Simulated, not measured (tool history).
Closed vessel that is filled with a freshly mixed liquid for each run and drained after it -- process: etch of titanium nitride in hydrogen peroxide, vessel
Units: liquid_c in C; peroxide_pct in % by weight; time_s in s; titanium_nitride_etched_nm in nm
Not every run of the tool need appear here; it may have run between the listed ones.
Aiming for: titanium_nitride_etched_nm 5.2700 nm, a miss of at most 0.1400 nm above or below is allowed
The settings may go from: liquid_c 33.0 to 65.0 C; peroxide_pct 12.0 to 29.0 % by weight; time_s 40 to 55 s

Run 1, day 0.000: liquid_c 49.0 C, peroxide_pct 19.5 % by weight, time_s 55 s. Result: titanium_nitride_etched_nm 3.4657 nm.
Run 2, day 0.079: liquid_c 49.0 C, peroxide_pct 23.5 % by weight, time_s 55 s. Result: titanium_nitride_etched_nm 3.6136 nm.
Run 3, day 0.225: liquid_c 50.5 C, peroxide_pct 23.5 % by weight, time_s 55 s. Result: titanium_nitride_etched_nm 4.0624 nm.
Run 4, day 0.504: liquid_c 51.5 C, peroxide_pct 23.5 % by weight, time_s 55 s. Result: titanium_nitride_etched_nm 4.2872 nm.
Run 5, day 0.642: liquid_c 51.5 C, peroxide_pct 19.5 % by weight, time_s 55 s. Result: titanium_nitride_etched_nm 4.1462 nm.
Run 6, day 0.842: liquid_c 52.5 C, peroxide_pct 19.5 % by weight, time_s 55 s. Result: titanium_nitride_etched_nm 4.4106 nm.
Run 7, day 1.033: liquid_c 53.5 C, peroxide_pct 19.5 % by weight, time_s 55 s. Result: titanium_nitride_etched_nm 4.7181 nm.
Run 8, day 1.283: liquid_c 55.5 C, peroxide_pct 19.5 % by weight, time_s 55 s. Result: titanium_nitride_etched_nm 5.5070 nm.

Which single option among these 5 for the next run brings every result within its allowed miss of target? Just one does.
Run A, day 1.533: liquid_c 59.5 C, peroxide_pct 14.0 % by weight, time_s 45 s. Result: titanium_nitride_etched_nm ?.
Run B, day 1.533: liquid_c 55.5 C, peroxide_pct 18.5 % by weight, time_s 50 s. Result: titanium_nitride_etched_nm ?.
Run C, day 1.533: liquid_c 56.0 C, peroxide_pct 18.5 % by weight, time_s 55 s. Result: titanium_nitride_etched_nm ?.
Run D, day 1.533: liquid_c 55.0 C, peroxide_pct 18.0 % by weight, time_s 55 s. Result: titanium_nitride_etched_nm ?.
Run E, day 1.533: liquid_c 56.0 C, peroxide_pct 19.5 % by weight, time_s 55 s. Result: titanium_nitride_etched_nm ?.

move  titanium_nitride_etched_nm
   A                      5.5757
   B                      4.9864
   C                      5.6797
   D                      5.2657
   E                      5.7439
A: misses by more than the last run did
B: takes the result that was furthest off past its target
C: misses by more than the last run did
D: meets every target
E: misses by more than the last run did
D is the move that brings every result within its allowed miss.
